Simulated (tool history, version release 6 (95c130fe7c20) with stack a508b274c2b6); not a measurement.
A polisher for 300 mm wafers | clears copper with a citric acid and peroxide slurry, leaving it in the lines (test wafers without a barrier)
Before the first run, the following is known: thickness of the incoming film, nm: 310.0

run  hour  flow of slurry (ml/min)  pressure of the wafer on the pad (psi)  speed of the pad under the wafer (cm/s)  abrasive content of the slurry  overpolish time after the end point (s)  time until the end point was called (s)  dishing of a wide line in a test structure (Å)
  1   0.0                      185                                     3.2                                      114                             1.0                                       18                                  112.420                                          311.30
  2   2.6                      185                                     3.2                                      114                             1.0                                       22                                  110.360                                          371.54
  3   5.2                      185                                     3.2                                      128                             1.0                                       22                                   98.424                                          407.98
  4   6.8                      185                                     2.8                                      124                             1.0                                       22                                  117.450                                          345.05
  5  12.0                      185                                     2.4                                      122                             1.0                                       22                                  136.180                                          287.80
  6  15.2                      185                                     2.1                                      120                             1.0                                       23                                  160.830                                          264.99

Predict the results of run 7:
  7  19.5                      185                                     2.0                                      120                             1.0                                       23                                        ?                                               ?

{"run 7": {"time until the end point was called (s)": 163.65, "dishing of a wide line in a test structure (Å)": 255.28}}
